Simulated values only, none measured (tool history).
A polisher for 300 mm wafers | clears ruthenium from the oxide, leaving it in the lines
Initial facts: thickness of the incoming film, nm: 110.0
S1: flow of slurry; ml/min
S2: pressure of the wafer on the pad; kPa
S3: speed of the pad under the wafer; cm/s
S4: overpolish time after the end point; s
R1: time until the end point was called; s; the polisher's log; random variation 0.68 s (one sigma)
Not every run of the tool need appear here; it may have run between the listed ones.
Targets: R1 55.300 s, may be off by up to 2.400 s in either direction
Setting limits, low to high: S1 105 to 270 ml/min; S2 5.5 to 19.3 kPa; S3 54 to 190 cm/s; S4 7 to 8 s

run 1 hour=0.0 | S1=175 S2=12.4 S3=122 S4=8 | R1=89.464
run 2 hour=6.0 | S1=135 S2=12.4 S3=122 S4=8 | R1=93.866
run 3 hour=8.9 | S1=140 S2=13.8 S3=122 S4=8 | R1=83.184
run 4 hour=10.0 | S1=105 S2=13.8 S3=122 S4=8 | R1=89.589
run 5 hour=10.5 | S1=120 S2=14.5 S3=122 S4=8 | R1=81.427
run 6 hour=15.4 | S1=130 S2=15.2 S3=122 S4=8 | R1=77.844
run 7 hour=18.9 | S1=135 S2=15.9 S3=122 S4=8 | R1=72.966
run 8 hour=22.9 | S1=145 S2=16.5 S3=122 S4=8 | R1=69.914
run 9 hour=28.6 | S1=150 S2=17.2 S3=122 S4=8 | R1=67.313
run 10 hour=31.9 | S1=150 S2=17.9 S3=124 S4=8 | R1=62.700

Below are 5 possible settings for the next run. Only one of them brings all results inside the allowed miss of their targets. Which is it?
run A hour=35.2 | S1=135 S2=15.9 S3=118 S4=8 | R1=?
run B hour=35.2 | S1=155 S2=15.9 S3=118 S4=7 | R1=?
run C hour=35.2 | S1=140 S2=17.2 S3=116 S4=7 | R1=?
run D hour=35.2 | S1=120 S2=17.2 S3=152 S4=7 | R1=?
run E hour=35.2 | S1=140 S2=16.5 S3=110 S4=8 | R1=?

move=A R1=75.300
move=B R1=73.374
move=C R1=70.062
move=D R1=55.634
move=E R1=76.761
A: misses by more than the last run did
B: misses by more than the last run did
C: misses by more than the last run did
D: every result lands within tolerance
E: misses by more than the last run did
So the answer is move D, the one that meets all the targets.
